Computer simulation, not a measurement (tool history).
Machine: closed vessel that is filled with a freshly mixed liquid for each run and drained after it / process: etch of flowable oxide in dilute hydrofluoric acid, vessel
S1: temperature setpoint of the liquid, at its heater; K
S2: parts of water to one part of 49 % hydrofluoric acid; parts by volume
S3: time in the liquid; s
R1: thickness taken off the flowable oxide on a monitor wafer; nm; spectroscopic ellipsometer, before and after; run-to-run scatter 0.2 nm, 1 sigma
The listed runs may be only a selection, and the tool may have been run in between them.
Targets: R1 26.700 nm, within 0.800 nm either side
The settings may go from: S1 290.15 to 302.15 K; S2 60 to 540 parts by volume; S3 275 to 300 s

run  hour      S1   S2   S3      R1
  1   0.0  294.15  300  275  15.879
  2   1.2  294.15  300  275  16.164
  3   2.3  291.15  300  275  14.411
  4   3.9  291.15  235  275  19.304
  5   7.3  292.65  235  275  20.365
  6  14.7  295.15  235  275  22.814
  7  19.3  295.15  235  275  22.641
  8  20.5  295.65  235  275  22.883
  9  27.3  296.15  235  275  23.641
 10  31.1  296.65  235  275  23.749
 11  38.3  297.15  235  275  24.353

Which single option among these 4 for the next run brings every result within its allowed miss of target? Just one does.
  A  45.5  301.65  295  300   ?
  B  45.5  296.65  220  300   ?
  C  45.5  297.15  265  295   ?
  D  45.5  295.15  220  300   ?

move      R1
   A  23.208
   B  28.307
   C  22.471
   D  26.779
A: the biggest miss grows against the last run
B: takes the biggest miss from the last run beyond its target
C: the biggest miss grows against the last run
D: in spec on every target
D meets every target.
